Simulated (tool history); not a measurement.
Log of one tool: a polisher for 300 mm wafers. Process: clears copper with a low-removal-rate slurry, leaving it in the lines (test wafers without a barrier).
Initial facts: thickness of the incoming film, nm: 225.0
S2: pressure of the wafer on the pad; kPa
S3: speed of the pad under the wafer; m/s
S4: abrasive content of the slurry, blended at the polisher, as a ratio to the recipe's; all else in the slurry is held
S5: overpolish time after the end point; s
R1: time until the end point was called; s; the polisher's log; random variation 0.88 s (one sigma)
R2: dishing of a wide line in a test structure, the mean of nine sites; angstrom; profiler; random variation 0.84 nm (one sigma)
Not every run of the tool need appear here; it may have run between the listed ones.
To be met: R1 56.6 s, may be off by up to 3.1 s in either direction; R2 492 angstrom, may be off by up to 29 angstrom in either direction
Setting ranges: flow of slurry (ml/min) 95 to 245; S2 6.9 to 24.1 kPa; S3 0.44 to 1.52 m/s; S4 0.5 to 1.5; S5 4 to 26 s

{"run": 1, "hour": 0.0, "flow of slurry (ml/min)": 155, "S2": 15.2, "S3": 0.98, "S4": 1, "S5": 13, "R1": 114.99, "R2": 182.92}
{"run": 2, "hour": 3.3, "flow of slurry (ml/min)": 155, "S2": 17.2, "S3": 1.04, "S4": 1, "S5": 14, "R1": 93.552, "R2": 231.01}
{"run": 3, "hour": 4.6, "flow of slurry (ml/min)": 155, "S2": 17.2, "S3": 1.04, "S4": 1.15, "S5": 14, "R1": 89.908, "R2": 241.09}
{"run": 4, "hour": 13.3, "flow of slurry (ml/min)": 155, "S2": 19.3, "S3": 1.06, "S4": 1.15, "S5": 15, "R1": 82.939, "R2": 287.82}
{"run": 5, "hour": 14.6, "flow of slurry (ml/min)": 155, "S2": 19.3, "S3": 1.06, "S4": 1.15, "S5": 9, "R1": 82.015, "R2": 183.91}
{"run": 6, "hour": 17.4, "flow of slurry (ml/min)": 155, "S2": 19.3, "S3": 1.06, "S4": 1.15, "S5": 4, "R1": 80.363, "R2": 81.84}
{"run": 7, "hour": 25.9, "flow of slurry (ml/min)": 170, "S2": 17.9, "S3": 1.34, "S4": 1.3, "S5": 10, "R1": 66.064, "R2": 233.62}
{"run": 8, "hour": 31.7, "flow of slurry (ml/min)": 170, "S2": 18.6, "S3": 1.36, "S4": 1.3, "S5": 12, "R1": 63.914, "R2": 293.85}
{"run": 9, "hour": 35.7, "flow of slurry (ml/min)": 170, "S2": 19.3, "S3": 1.38, "S4": 1.3, "S5": 13, "R1": 59.481, "R2": 311.76}
{"run": 10, "hour": 42.8, "flow of slurry (ml/min)": 170, "S2": 19.3, "S3": 1.4, "S4": 1.3, "S5": 14, "R1": 59.938, "R2": 347.14}
{"run": 11, "hour": 50.8, "flow of slurry (ml/min)": 160, "S2": 20.7, "S3": 1.42, "S4": 1.3, "S5": 18, "R1": 54.124, "R2": 429.61}
{"run": 12, "hour": 54.9, "flow of slurry (ml/min)": 165, "S2": 20.7, "S3": 1.42, "S4": 1.3, "S5": 18, "R1": 55.339, "R2": 456.42}

Of the 4 settings listed for the next run, only one would bring every result within its allowed miss of target. Which one?
{"run": "A", "hour": 59.0, "flow of slurry (ml/min)": 160, "S2": 24.1, "S3": 1.2, "S4": 1.25, "S5": 17, "R1": "?", "R2": "?"}
{"run": "B", "hour": 59.0, "flow of slurry (ml/min)": 170, "S2": 20, "S3": 1.42, "S4": 1.3, "S5": 16, "R1": "?", "R2": "?"}
{"run": "C", "hour": 59.0, "flow of slurry (ml/min)": 175, "S2": 20, "S3": 1.4, "S4": 1.3, "S5": 18, "R1": "?", "R2": "?"}
{"run": "D", "hour": 59.0, "flow of slurry (ml/min)": 180, "S2": 22.1, "S3": 1.28, "S4": 1.35, "S5": 21, "R1": "?", "R2": "?"}

move=A R1=57.671 R2=414.02
move=B R1=57.711 R2=388.25
move=C R1=58.26 R2=422.29
move=D R1=57.006 R2=486.67
A: lands further from the targets than the last run did
B: lands further from the targets than the last run did
C: lands further from the targets than the last run did
D: every result lands within tolerance
The move that meets every target is D.
